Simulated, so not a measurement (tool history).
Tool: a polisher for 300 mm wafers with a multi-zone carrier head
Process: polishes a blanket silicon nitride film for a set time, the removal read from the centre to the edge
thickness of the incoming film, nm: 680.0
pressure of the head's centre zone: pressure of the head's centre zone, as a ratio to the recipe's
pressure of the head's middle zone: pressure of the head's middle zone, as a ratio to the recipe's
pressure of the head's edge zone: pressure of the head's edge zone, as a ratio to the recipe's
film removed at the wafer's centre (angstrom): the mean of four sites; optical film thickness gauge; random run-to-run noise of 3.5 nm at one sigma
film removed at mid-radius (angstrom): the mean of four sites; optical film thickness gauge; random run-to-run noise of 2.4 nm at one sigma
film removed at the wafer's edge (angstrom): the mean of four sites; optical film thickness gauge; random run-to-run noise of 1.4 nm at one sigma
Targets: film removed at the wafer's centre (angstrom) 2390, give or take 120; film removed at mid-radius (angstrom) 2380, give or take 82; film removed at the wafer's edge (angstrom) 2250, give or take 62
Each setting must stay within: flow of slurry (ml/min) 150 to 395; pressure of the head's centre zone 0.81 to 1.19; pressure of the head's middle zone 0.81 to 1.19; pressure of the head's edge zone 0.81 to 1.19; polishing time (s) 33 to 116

| run | day | flow of slurry (ml/min) | pressure of the head's centre zone | pressure of the head's middle zone | pressure of the head's edge zone | polishing time (s) | film removed at the wafer's centre (angstrom) | film removed at mid-radius (angstrom) | film removed at the wafer's edge (angstrom) |
|---|---|---|---|---|---|---|---|---|---|
| 1 | 0 | 250 | 1 | 1 | 1 | 74 | 1948.4 | 1907.8 | 1871.1 |
| 2 | 0.096 | 255 | 1.01 | 1.01 | 1.01 | 75 | 2004.7 | 1975.5 | 1900.8 |
| 3 | 0.308 | 255 | 1.01 | 1.01 | 0.93 | 75 | 1979.7 | 1959.7 | 1831.4 |
| 4 | 0.346 | 255 | 1.06 | 1.01 | 0.93 | 75 | 2052.8 | 1957.4 | 1816.8 |
| 5 | 0.467 | 300 | 1.06 | 1.01 | 0.93 | 75 | 2009.7 | 1977.5 | 1840.2 |
| 6 | 0.496 | 300 | 1.06 | 1.01 | 0.86 | 75 | 2138 | 2018.5 | 1791.9 |
| 7 | 0.7 | 300 | 1.06 | 1.01 | 0.87 | 76 | 2097.5 | 2015.5 | 1833.7 |
| 8 | 0.971 | 300 | 1.06 | 1.01 | 0.88 | 77 | 2136.8 | 2044.1 | 1861.1 |
| 9 | 1.088 | 300 | 1.06 | 1.01 | 0.89 | 78 | 2126.2 | 2056.6 | 1878 |
|  | 1.258 | edge zone pressure recalibrated |
| 10 | 1.258 | 300 | 1.06 | 1.01 | 0.9 | 79 | 2194.7 | 2096 | 1962.6 |

5 candidate next runs follow, results not yet known. Just one meets every target within its allowed miss. Identify it.
| A | 1.429 | 345 | 1.14 | 1.1 | 0.81 | 69 | ? | ? | ? |
| B | 1.429 | 325 | 1 | 1.02 | 0.92 | 89 | ? | ? | ? |
| C | 1.429 | 290 | 1.09 | 0.86 | 0.91 | 80 | ? | ? | ? |
| D | 1.429 | 300 | 1.05 | 0.88 | 0.98 | 73 | ? | ? | ? |
| E | 1.429 | 300 | 0.98 | 1.17 | 0.86 | 75 | ? | ? | ? |

| move | film removed at the wafer's centre (angstrom) | film removed at mid-radius (angstrom) | film removed at the wafer's edge (angstrom) |
|---|---|---|---|
| A | 2007.6 | 1988.8 | 1641.4 |
| B | 2334.8 | 2397.2 | 2237.7 |
| C | 2217.4 | 1853.8 | 1993.9 |
| D | 1972.5 | 1728 | 1886.7 |
| E | 1929.1 | 2260 | 1817.5 |
A: misses by more than the last run did
B: meets every target
C: misses by more than the last run did
D: misses by more than the last run did
E: misses by more than the last run did
The move that meets every target is B.
